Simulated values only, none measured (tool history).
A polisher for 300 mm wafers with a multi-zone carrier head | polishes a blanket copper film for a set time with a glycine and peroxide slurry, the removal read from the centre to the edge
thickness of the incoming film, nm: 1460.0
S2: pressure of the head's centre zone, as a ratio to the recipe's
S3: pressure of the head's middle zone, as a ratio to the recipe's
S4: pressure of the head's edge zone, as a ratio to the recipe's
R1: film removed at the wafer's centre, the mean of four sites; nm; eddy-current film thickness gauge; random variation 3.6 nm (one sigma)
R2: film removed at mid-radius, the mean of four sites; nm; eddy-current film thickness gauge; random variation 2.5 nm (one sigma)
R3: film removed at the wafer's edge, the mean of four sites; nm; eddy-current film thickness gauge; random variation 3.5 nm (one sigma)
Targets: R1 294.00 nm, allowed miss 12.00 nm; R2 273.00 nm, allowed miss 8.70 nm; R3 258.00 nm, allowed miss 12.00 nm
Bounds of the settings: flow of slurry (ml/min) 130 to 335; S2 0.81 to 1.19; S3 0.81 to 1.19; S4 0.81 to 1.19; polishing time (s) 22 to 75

{"run": 1, "hour": 0.0, "flow of slurry (ml/min)": 215, "S2": 1.0, "S3": 1.0, "S4": 1.0, "polishing time (s)": 48, "R1": 396.24, "R2": 392.07, "R3": 389.99}
{"run": 2, "hour": 4.7, "flow of slurry (ml/min)": 215, "S2": 1.08, "S3": 1.0, "S4": 1.0, "polishing time (s)": 48, "R1": 433.86, "R2": 389.2, "R3": 393.14}
{"run": 3, "hour": 6.1, "flow of slurry (ml/min)": 215, "S2": 1.08, "S3": 1.0, "S4": 1.0, "polishing time (s)": 57, "R1": 514.26, "R2": 454.76, "R3": 460.67}
{"run": 4, "hour": 8.6, "flow of slurry (ml/min)": 215, "S2": 1.08, "S3": 1.0, "S4": 1.0, "polishing time (s)": 66, "R1": 593.71, "R2": 529.53, "R3": 554.97}
{"run": 5, "hour": 12.8, "flow of slurry (ml/min)": 215, "S2": 1.07, "S3": 0.99, "S4": 0.99, "polishing time (s)": 62, "R1": 559.69, "R2": 494.87, "R3": 500.27}
{"run": 6, "hour": 14.6, "flow of slurry (ml/min)": 215, "S2": 1.14, "S3": 0.99, "S4": 0.99, "polishing time (s)": 62, "R1": 589.83, "R2": 502.08, "R3": 504.68}
{"run": 7, "hour": 19.4, "flow of slurry (ml/min)": 215, "S2": 1.12, "S3": 0.98, "S4": 0.98, "polishing time (s)": 58, "R1": 542.9, "R2": 460.85, "R3": 476.62}
{"run": 8, "hour": 27.0, "flow of slurry (ml/min)": 215, "S2": 1.12, "S3": 0.98, "S4": 0.98, "polishing time (s)": 54, "R1": 505.71, "R2": 425.18, "R3": 439.7}
{"run": 9, "hour": 30.3, "flow of slurry (ml/min)": 215, "S2": 1.11, "S3": 0.98, "S4": 0.97, "polishing time (s)": 51, "R1": 468.91, "R2": 404.09, "R3": 415.73}
{"run": 10, "hour": 35.2, "flow of slurry (ml/min)": 215, "S2": 1.11, "S3": 0.99, "S4": 0.97, "polishing time (s)": 48, "R1": 451.53, "R2": 381.93, "R3": 384.37}
{"run": 11, "hour": 38.4, "flow of slurry (ml/min)": 215, "S2": 1.1, "S3": 0.99, "S4": 0.96, "polishing time (s)": 46, "R1": 417.71, "R2": 365.86, "R3": 371.8}
{"run": 12, "hour": 40.4, "flow of slurry (ml/min)": 215, "S2": 1.1, "S3": 1.0, "S4": 0.95, "polishing time (s)": 44, "R1": 405.5, "R2": 348.54, "R3": 356.07}
{"run": 13, "hour": 41.6, "flow of slurry (ml/min)": 215, "S2": 1.09, "S3": 1.02, "S4": 0.94, "polishing time (s)": 42, "R1": 387.05, "R2": 346.06, "R3": 342.26}
{"run": 14, "hour": 44.6, "flow of slurry (ml/min)": 215, "S2": 1.09, "S3": 1.02, "S4": 0.93, "polishing time (s)": 40, "R1": 367.38, "R2": 325.85, "R3": 318.5}
{"run": 15, "hour": 47.7, "flow of slurry (ml/min)": 200, "S2": 1.0, "S3": 0.99, "S4": 0.83, "polishing time (s)": 33, "R1": 267.21, "R2": 259.68, "R3": 252.05}
{"run": 16, "hour": 52.0, "flow of slurry (ml/min)": 205, "S2": 1.01, "S3": 0.99, "S4": 0.83, "polishing time (s)": 33, "R1": 273.26, "R2": 262.13, "R3": 246.04}
{"run": 17, "hour": 56.9, "flow of slurry (ml/min)": 210, "S2": 1.01, "S3": 0.99, "S4": 0.83, "polishing time (s)": 33, "R1": 277.63, "R2": 264.31, "R3": 254.88}
{"run": 18, "hour": 64.8, "flow of slurry (ml/min)": 210, "S2": 1.01, "S3": 0.99, "S4": 0.83, "polishing time (s)": 33, "R1": 274.42, "R2": 264.22, "R3": 256.02}
{"run": 19, "hour": 71.0, "flow of slurry (ml/min)": 210, "S2": 1.02, "S3": 0.99, "S4": 0.83, "polishing time (s)": 33, "R1": 282.93, "R2": 257.21, "R3": 250.49}
{"run": 20, "hour": 74.2, "flow of slurry (ml/min)": 220, "S2": 1.02, "S3": 1.01, "S4": 0.84, "polishing time (s)": 33, "R1": 279.62, "R2": 272.72, "R3": 249.62}
{"run": 21, "hour": 75.1, "flow of slurry (ml/min)": 220, "S2": 1.02, "S3": 1.01, "S4": 0.84, "polishing time (s)": 33, "R1": 284.34, "R2": 269.47, "R3": 249.33}

Which of these 4 next moves meets every target?
{"run": "A", "hour": 76.0, "flow of slurry (ml/min)": 215, "S2": 0.97, "S3": 1.03, "S4": 0.85, "polishing time (s)": 33, "R1": "?", "R2": "?", "R3": "?"}
{"run": "B", "hour": 76.0, "flow of slurry (ml/min)": 260, "S2": 1.0, "S3": 0.96, "S4": 0.81, "polishing time (s)": 34, "R1": "?", "R2": "?", "R3": "?"}
{"run": "C", "hour": 76.0, "flow of slurry (ml/min)": 220, "S2": 0.97, "S3": 1.0, "S4": 0.82, "polishing time (s)": 34, "R1": "?", "R2": "?", "R3": "?"}
{"run": "D", "hour": 76.0, "flow of slurry (ml/min)": 165, "S2": 1.04, "S3": 0.91, "S4": 0.86, "polishing time (s)": 35, "R1": "?", "R2": "?", "R3": "?"}

move=A R1=265.79 R2=272.15 R3=253.61
move=B R1=288.72 R2=269.64 R3=259.99
move=C R1=274.59 R2=274.20 R3=257.78
move=D R1=291.16 R2=251.58 R3=264.31
A: further off than the last run
B: meets every target
C: further off than the last run
D: brings the result that was furthest off to its target, and leaves another outside
The right move is B.

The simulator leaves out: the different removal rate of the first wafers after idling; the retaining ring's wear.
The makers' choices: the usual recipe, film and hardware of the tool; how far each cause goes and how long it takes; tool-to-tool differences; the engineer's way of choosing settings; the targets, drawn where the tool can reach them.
